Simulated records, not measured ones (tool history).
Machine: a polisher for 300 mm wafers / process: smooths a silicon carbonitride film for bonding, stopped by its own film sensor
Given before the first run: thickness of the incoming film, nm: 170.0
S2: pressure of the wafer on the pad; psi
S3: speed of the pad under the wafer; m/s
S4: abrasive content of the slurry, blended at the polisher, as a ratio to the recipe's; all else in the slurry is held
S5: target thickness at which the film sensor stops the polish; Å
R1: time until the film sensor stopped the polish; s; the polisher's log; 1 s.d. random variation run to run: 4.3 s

{"run": 1, "hour": 0.0, "flow of slurry (ml/min)": 165, "S2": 2.7, "S3": 0.8, "S4": 1, "S5": 1220, "R1": 204.86}
{"run": 2, "hour": 2.3, "flow of slurry (ml/min)": 165, "S2": 2.9, "S3": 0.8, "S4": 1, "S5": 1220, "R1": 188.11}
{"run": 3, "hour": 6.6, "flow of slurry (ml/min)": 205, "S2": 2.9, "S3": 0.8, "S4": 1, "S5": 1220, "R1": 188.96}
{"run": 4, "hour": 12.4, "flow of slurry (ml/min)": 205, "S2": 2.5, "S3": 0.78, "S4": 1, "S5": 1220, "R1": 213.29}
{"run": 5, "hour": 13.4, "flow of slurry (ml/min)": 205, "S2": 2.5, "S3": 0.78, "S4": 1.15, "S5": 1220, "R1": 211.37}
{"run": 6, "hour": 16.9, "flow of slurry (ml/min)": 245, "S2": 2.5, "S3": 0.78, "S4": 1.15, "S5": 1220, "R1": 201.31}
{"run": 7, "hour": 19.4, "flow of slurry (ml/min)": 245, "S2": 2.1, "S3": 0.76, "S4": 1.15, "S5": 1220, "R1": 237.33}
{"run": 8, "hour": 26.5, "flow of slurry (ml/min)": 235, "S2": 1.4, "S3": 0.74, "S4": 1.15, "S5": 1220, "R1": 358.59}

Forecast run 9:
{"run": 9, "hour": 27.4, "flow of slurry (ml/min)": 235, "S2": 1.4, "S3": 0.74, "S4": 1.15, "S5": 1220, "R1": "?"}

{"run 9": {"R1": 362.27}}
